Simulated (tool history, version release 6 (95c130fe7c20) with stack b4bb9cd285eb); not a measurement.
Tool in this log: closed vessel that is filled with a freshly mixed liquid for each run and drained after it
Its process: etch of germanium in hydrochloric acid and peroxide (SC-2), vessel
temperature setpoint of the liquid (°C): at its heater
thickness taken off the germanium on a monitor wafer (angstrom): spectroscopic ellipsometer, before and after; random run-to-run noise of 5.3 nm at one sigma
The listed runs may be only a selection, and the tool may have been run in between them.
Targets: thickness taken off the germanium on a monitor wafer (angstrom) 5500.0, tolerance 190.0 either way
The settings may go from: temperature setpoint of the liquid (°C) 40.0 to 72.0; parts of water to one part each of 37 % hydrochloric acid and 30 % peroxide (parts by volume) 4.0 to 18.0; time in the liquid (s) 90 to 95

run,hour,temperature setpoint of the liquid (°C),parts of water to one part each of 37 % hydrochloric acid and 30 % peroxide (parts by volume),time in the liquid (s),thickness taken off the germanium on a monitor wafer (angstrom)
1,0.0,56.0,10.0,90,4062.2
2,1.9,59.5,10.0,90,4485.3
3,7.3,60.5,10.0,90,4695.9
4,10.7,60.5,12.0,90,4591.8
5,17.1,60.5,14.0,90,4479.2
6,25.1,60.5,14.0,90,4484.3
7,26.3,61.5,14.0,90,4582.6
8,33.8,62.5,14.0,90,4672.2
9,41.1,63.5,14.0,90,4873.7
10,46.8,64.0,14.0,90,4909.6
11,55.9,64.5,14.0,90,4975.3
12,57.9,65.0,14.0,90,5128.8

Exercise: of the 5 proposed moves below, exactly one satisfies all targets within the stated allowed misses. Which move is it?
A,59.9,67.0,18.0,95,?
B,59.9,61.5,10.0,95,?
C,59.9,69.0,14.5,95,?
D,59.9,63.0,15.0,95,?
E,59.9,72.0,16.5,90,?

move,thickness taken off the germanium on a monitor wafer (angstrom)
A,5439.5
B,5071.5
C,5973.7
D,5029.2
E,5994.4
A: all results land within tolerance of their targets
B: moves away from the targets compared with the last run
C: takes the biggest miss from the last run beyond its target
D: moves away from the targets compared with the last run
E: takes the biggest miss from the last run beyond its target
A is the move that brings every result within its allowed miss.
